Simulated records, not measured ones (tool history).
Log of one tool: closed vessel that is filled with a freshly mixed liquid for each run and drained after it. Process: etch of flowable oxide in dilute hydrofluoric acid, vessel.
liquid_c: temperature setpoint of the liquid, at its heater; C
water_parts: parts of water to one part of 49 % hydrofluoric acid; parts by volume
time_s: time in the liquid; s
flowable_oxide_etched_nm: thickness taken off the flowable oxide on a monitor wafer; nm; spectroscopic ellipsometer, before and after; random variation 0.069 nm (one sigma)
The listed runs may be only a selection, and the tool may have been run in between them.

run	hour	liquid_c	water_parts	time_s	flowable_oxide_etched_nm
1	0.0	25.0	245	130	20.699
2	5.9	25.0	245	135	21.390
3	12.0	24.0	255	135	19.747
4	19.5	26.5	255	135	21.599
5	20.4	26.5	255	135	21.626
6	29.1	26.5	200	135	29.252
7	35.8	25.0	215	135	25.299
8	38.0	24.0	230	135	22.442

Forecast run 9:
9	45.8	23.0	240	135	?

{"run 9": {"flowable_oxide_etched_nm": 20.47}}
